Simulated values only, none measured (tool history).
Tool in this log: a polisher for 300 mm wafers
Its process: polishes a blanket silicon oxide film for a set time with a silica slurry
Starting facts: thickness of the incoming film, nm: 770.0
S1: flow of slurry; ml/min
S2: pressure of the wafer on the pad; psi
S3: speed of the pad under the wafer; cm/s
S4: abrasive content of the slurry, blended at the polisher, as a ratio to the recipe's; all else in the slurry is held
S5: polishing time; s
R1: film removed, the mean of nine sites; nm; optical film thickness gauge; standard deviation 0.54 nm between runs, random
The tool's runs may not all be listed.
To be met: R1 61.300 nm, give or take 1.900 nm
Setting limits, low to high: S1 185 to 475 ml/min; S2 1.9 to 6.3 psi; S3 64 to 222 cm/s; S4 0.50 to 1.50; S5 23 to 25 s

run	hour	S1	S2	S3	S4	S5	R1
1	0.0	305	4.1	142	1.00	25	87.881
2	2.9	305	3.9	142	1.00	25	83.427
3	4.5	305	3.8	142	1.00	25	82.285
4	11.4	305	3.7	142	1.00	25	80.382
5	19.0	305	3.6	142	1.00	25	77.706
6	25.3	275	3.6	142	1.00	25	75.591
7	32.6	270	3.5	142	1.00	25	74.584
8	38.5	265	3.4	142	1.00	25	74.061
9	44.6	265	2.5	140	1.00	25	56.089

Pick the move, out of 4, that brings all results within their allowed miss; only one does.
A	50.7	205	2.3	136	1.05	25	?
B	50.7	260	2.4	142	1.00	23	?
C	50.7	260	2.9	150	1.20	23	?
D	50.7	185	3.4	132	0.95	23	?

move	R1
A	52.572
B	51.459
C	66.985
D	62.156
A: further off than the last run
B: further off than the last run
C: takes the biggest miss from the last run beyond its target
D: each result inside its tolerance
Answer: D
